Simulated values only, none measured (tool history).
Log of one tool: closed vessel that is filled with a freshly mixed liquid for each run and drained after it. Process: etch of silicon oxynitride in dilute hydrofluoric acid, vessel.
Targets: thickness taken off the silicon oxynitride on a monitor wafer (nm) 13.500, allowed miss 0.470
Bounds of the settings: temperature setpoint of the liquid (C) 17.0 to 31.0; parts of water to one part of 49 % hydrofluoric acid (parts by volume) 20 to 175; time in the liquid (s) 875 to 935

run,hour,temperature setpoint of the liquid (C),parts of water to one part of 49 % hydrofluoric acid (parts by volume),time in the liquid (s),thickness taken off the silicon oxynitride on a monitor wafer (nm)
1,0.0,23.0,95,875,23.530
2,8.7,25.5,95,875,26.357
3,17.5,25.5,115,875,21.597
4,24.7,25.5,85,875,30.147
5,27.4,24.0,85,875,27.659
6,29.0,23.0,90,875,24.751
7,33.7,22.0,95,875,22.295
8,35.2,21.0,100,875,20.428
9,42.2,20.5,105,875,18.859
10,44.5,20.0,110,875,17.718
11,52.7,19.5,110,875,16.632
12,59.4,19.5,110,875,17.023
13,60.6,19.0,110,875,16.800
14,69.2,18.5,110,875,16.479
15,72.1,17.5,120,875,14.096

Which of these 4 next moves meets every target?
A,75.0,19.0,135,895,?
B,75.0,17.0,120,935,?
C,75.0,18.5,140,900,?
D,75.0,17.0,115,915,?

move,thickness taken off the silicon oxynitride on a monitor wafer (nm)
A,13.603
B,14.635
C,12.831
D,14.993
A: meets every target
B: further off than the last run
C: takes the result that was furthest off past its target
D: further off than the last run
Answer: A
